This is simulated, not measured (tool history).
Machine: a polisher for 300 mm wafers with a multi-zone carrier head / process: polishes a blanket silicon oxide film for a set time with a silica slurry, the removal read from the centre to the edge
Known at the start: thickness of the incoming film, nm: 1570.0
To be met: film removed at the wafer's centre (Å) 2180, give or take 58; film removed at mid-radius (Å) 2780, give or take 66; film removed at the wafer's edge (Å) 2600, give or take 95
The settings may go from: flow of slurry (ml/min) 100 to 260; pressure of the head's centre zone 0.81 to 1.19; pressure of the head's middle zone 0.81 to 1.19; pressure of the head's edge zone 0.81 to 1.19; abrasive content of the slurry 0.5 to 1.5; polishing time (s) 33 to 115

run  hour  flow of slurry (ml/min)  pressure of the head's centre zone  pressure of the head's middle zone  pressure of the head's edge zone  abrasive content of the slurry  polishing time (s)  film removed at the wafer's centre (Å)  film removed at mid-radius (Å)  film removed at the wafer's edge (Å)
  1     0                      165                                   1                                   1                                 1                               1                  73                                    2148                          2146.3                                2153.2
  2   2.8                      165                                   1                                1.03                                 1                               1                  73                                  2115.4                          2197.3                                2122.8
  3   7.4                      165                                   1                                1.03                              0.92                               1                  73                                  2137.1                          2194.5                                2043.8
  4  10.6                      165                                   1                                1.03                              0.86                               1                  73                                  2150.6                          2194.5                                1931.5
  5  16.8                      185                                0.98                                1.07                              0.94                            1.05                  73                                  2166.9                          2348.2                                2127.2
  6  22.3                      185                                0.98                                1.02                              0.94                            1.05                  73                                  2174.2                            2242                                2106.1
  7  25.7                      195                                0.97                                1.07                                 1                             1.1                  73                                  2200.8                          2407.4                                2240.7
  8    32                      205                                0.96                                 1.1                              1.05                            1.15                  73                                  2256.5                          2562.3                                2347.3
  9    39                      205                                0.94                                1.11                              1.09                             1.2                  73                                    2222                          2582.8                                2415.1
 10  44.9                      210                                0.92                                1.13                              1.12                            1.25                  73                                  2209.8                          2643.7                                2466.1

Which of these 5 next moves meets every target?
  A  50.8                      165                                0.85                                1.11                              1.04                             1.1                  84                                       ?                               ?                                     ?
  B  50.8                      145                                1.03                                1.17                              1.08                             1.4                  68                                       ?                               ?                                     ?
  C  50.8                      150                                0.97                                1.12                              1.09                            0.95                  79                                       ?                               ?                                     ?
  D  50.8                      180                                0.91                                1.03                               1.1                             1.3                  78                                       ?                               ?                                     ?
  E  50.8                      240                                0.92                                0.99                              1.11                             1.1                  76                                       ?                               ?                                     ?

move  film removed at the wafer's centre (Å)  film removed at mid-radius (Å)  film removed at the wafer's edge (Å)
   A                                  2141.8                          2774.8                                2592.8
   B                                  2216.1                          2479.9                                2272.6
   C                                  2143.3                          2453.2                                2341.5
   D                                  2289.9                          2593.8                                2649.9
   E                                  2233.5                          2408.4                                  2531
A: hits every target within its allowed miss
B: misses by more than the last run did
C: misses by more than the last run did
D: misses by more than the last run did
E: misses by more than the last run did
A meets every target.

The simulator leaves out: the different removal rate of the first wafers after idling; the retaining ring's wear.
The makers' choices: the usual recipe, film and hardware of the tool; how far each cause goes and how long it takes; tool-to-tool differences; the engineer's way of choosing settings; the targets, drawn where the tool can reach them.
